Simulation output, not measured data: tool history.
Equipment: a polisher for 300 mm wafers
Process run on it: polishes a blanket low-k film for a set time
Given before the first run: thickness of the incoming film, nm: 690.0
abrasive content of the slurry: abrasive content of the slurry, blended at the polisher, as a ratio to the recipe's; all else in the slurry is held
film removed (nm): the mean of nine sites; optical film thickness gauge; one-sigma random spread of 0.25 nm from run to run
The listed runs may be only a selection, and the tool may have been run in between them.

run  hour  flow of slurry (ml/min)  pressure of the wafer on the pad (kPa)  speed of the pad under the wafer (m/s)  abrasive content of the slurry  polishing time (s)  film removed (nm)
  1   0.0                      150                                    12.4                                    0.88                             1.0                  50             18.789
  2   6.6                      135                                    12.4                                    0.88                             1.0                  50             18.860
  3  14.7                      135                                    13.1                                    0.88                             1.0                  50             19.681
  4  16.2                      135                                    13.8                                    0.88                             1.0                  50             20.703
  5  18.4                      135                                    14.5                                    0.88                             1.0                  50             22.002
  6  20.0                      135                                    14.5                                    0.88                             0.8                  50             19.238
  7  27.2                      135                                    15.2                                    0.88                             0.8                  50             19.860

Forecast run 8:
  8  30.9                      135                                    15.9                                    0.88                             0.8                  50                  ?

{"run 8": {"film removed (nm)": 20.697}}

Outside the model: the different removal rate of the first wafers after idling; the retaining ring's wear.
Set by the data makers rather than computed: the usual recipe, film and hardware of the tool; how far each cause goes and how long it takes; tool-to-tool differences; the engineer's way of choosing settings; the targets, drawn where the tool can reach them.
